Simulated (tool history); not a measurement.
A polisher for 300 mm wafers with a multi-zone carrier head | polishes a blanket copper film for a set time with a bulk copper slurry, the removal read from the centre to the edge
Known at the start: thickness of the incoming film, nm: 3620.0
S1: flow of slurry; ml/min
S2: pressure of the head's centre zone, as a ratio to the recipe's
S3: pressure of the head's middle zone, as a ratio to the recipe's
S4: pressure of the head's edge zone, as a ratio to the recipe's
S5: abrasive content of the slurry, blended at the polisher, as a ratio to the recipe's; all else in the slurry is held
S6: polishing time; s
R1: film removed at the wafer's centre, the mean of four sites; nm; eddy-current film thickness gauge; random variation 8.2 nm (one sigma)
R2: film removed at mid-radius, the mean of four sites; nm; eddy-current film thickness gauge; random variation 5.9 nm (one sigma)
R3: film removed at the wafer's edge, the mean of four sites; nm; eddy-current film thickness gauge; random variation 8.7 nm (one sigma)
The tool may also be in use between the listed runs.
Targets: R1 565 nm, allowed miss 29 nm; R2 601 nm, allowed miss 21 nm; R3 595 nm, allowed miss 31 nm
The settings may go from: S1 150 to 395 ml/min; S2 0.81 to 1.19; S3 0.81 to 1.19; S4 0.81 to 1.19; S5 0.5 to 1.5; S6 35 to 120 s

{"run": 1, "day": 0.0, "S1": 250, "S2": 1, "S3": 1, "S4": 1, "S5": 1, "S6": 77, "R1": 721.7, "R2": 797.24, "R3": 797.74}
{"run": 2, "day": 0.15, "S1": 250, "S2": 1, "S3": 0.99, "S4": 0.98, "S5": 0.9, "S6": 75, "R1": 700.53, "R2": 763.93, "R3": 753.48}
{"run": 3, "day": 0.271, "S1": 250, "S2": 1, "S3": 0.99, "S4": 0.98, "S5": 1, "S6": 75, "R1": 712.49, "R2": 771.74, "R3": 768.79}
{"run": 4, "day": 0.612, "S1": 250, "S2": 0.99, "S3": 0.98, "S4": 0.97, "S5": 0.95, "S6": 74, "R1": 679.18, "R2": 762.66, "R3": 739.05}
{"run": 5, "day": 0.833, "S1": 250, "S2": 0.99, "S3": 0.98, "S4": 0.97, "S5": 0.85, "S6": 74, "R1": 672.29, "R2": 721.35, "R3": 716.91}
{"day": 0.888, "done": "centre zone pressure recalibrated"}
{"run": 6, "day": 0.888, "S1": 250, "S2": 0.99, "S3": 0.98, "S4": 0.97, "S5": 0.65, "S6": 74, "R1": 686.02, "R2": 687.76, "R3": 680.14}
{"run": 7, "day": 1.138, "S1": 245, "S2": 0.97, "S3": 0.97, "S4": 0.96, "S5": 0.65, "S6": 74, "R1": 672.53, "R2": 678.68, "R3": 671.26}
{"run": 8, "day": 1.167, "S1": 245, "S2": 0.95, "S3": 0.96, "S4": 0.95, "S5": 0.65, "S6": 74, "R1": 660.64, "R2": 668.06, "R3": 664.26}
{"run": 9, "day": 1.288, "S1": 230, "S2": 0.85, "S3": 0.92, "S4": 0.87, "S5": 0.5, "S6": 72, "R1": 537.92, "R2": 596.8, "R3": 568.16}
{"run": 10, "day": 1.354, "S1": 230, "S2": 0.85, "S3": 0.92, "S4": 0.88, "S5": 0.5, "S6": 72, "R1": 533.09, "R2": 595.04, "R3": 578.98}

5 next moves are on the table. One of them brings every result within its allowed miss. Which?
{"run": "A", "day": 1.421, "S1": 265, "S2": 0.86, "S3": 0.87, "S4": 0.81, "S5": 0.5, "S6": 75, "R1": "?", "R2": "?", "R3": "?"}
{"run": "B", "day": 1.421, "S1": 215, "S2": 0.81, "S3": 0.97, "S4": 0.92, "S5": 0.55, "S6": 73, "R1": "?", "R2": "?", "R3": "?"}
{"run": "C", "day": 1.421, "S1": 270, "S2": 0.83, "S3": 0.98, "S4": 0.93, "S5": 0.55, "S6": 67, "R1": "?", "R2": "?", "R3": "?"}
{"run": "D", "day": 1.421, "S1": 250, "S2": 0.96, "S3": 0.88, "S4": 0.86, "S5": 0.5, "S6": 71, "R1": "?", "R2": "?", "R3": "?"}
{"run": "E", "day": 1.421, "S1": 255, "S2": 0.89, "S3": 0.82, "S4": 0.81, "S5": 0.55, "S6": 69, "R1": "?", "R2": "?", "R3": "?"}

move=A R1=565.34 R2=596.96 R3=589.5
move=B R1=516.93 R2=626.53 R3=610.45
move=C R1=500.34 R2=594.22 R3=574.04
move=D R1=593.91 R2=565.68 R3=570.28
move=E R1=548.7 R2=538.11 R3=553.96
A: meets every target
B: further off than the last run
C: further off than the last run
D: brings the result that was furthest off to its target, and leaves another outside
E: brings the result that was furthest off to its target, and leaves another outside
Move A is the one to make.
